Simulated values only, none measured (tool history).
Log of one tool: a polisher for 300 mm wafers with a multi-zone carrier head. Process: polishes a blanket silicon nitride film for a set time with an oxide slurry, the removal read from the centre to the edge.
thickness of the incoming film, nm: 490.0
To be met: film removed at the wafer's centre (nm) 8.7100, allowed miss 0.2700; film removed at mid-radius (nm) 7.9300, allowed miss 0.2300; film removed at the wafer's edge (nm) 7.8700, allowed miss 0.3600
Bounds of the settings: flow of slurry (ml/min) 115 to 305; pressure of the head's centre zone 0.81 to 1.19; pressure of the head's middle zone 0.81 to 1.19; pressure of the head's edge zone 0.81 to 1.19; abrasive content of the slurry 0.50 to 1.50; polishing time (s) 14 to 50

run	hour	flow of slurry (ml/min)	pressure of the head's centre zone	pressure of the head's middle zone	pressure of the head's edge zone	abrasive content of the slurry	polishing time (s)	film removed at the wafer's centre (nm)	film removed at mid-radius (nm)	film removed at the wafer's edge (nm)
1	0.0	195	1.00	1.00	1.00	1.00	32	15.3170	15.2240	15.0970
2	7.7	195	1.00	0.93	1.00	1.00	32	15.2690	14.7190	14.7210
3	14.2	195	1.00	0.93	1.00	1.00	29	13.8900	13.1040	13.7410
4	18.5	190	1.01	0.94	0.95	0.85	27	11.6760	11.0070	11.3790
5	23.7	185	1.02	0.95	0.91	0.75	26	10.2810	9.7351	9.5752
6	24.9	170	1.02	0.93	0.88	0.70	26	9.6576	9.0981	9.0325
7	31.3	160	1.03	0.92	0.86	0.70	26	9.7470	8.9068	8.8343
8	37.5	155	1.03	0.91	0.85	0.65	26	9.0052	8.2642	8.0029
9	43.6	150	1.03	0.90	0.86	0.65	26	8.8970	8.2540	8.0581

4 next moves are on the table. One of them brings every result within its allowed miss. Which?
A	49.7	115	1.05	0.91	0.86	0.50	34	?	?	?
B	49.7	115	0.96	0.97	0.81	0.60	30	?	?	?
C	49.7	130	1.01	0.97	0.81	0.70	25	?	?	?
D	49.7	195	1.14	0.94	0.89	0.60	25	?	?	?

move	film removed at the wafer's centre (nm)	film removed at mid-radius (nm)	film removed at the wafer's edge (nm)
A	8.7954	7.8800	7.8245
B	8.5869	8.8358	8.1334
C	8.8215	8.5986	7.8695
D	9.3068	7.7812	7.4931
A: meets every target
B: further off than the last run
C: further off than the last run
D: brings the result that was furthest off to its target, and leaves another outside
Move A is the one to make.
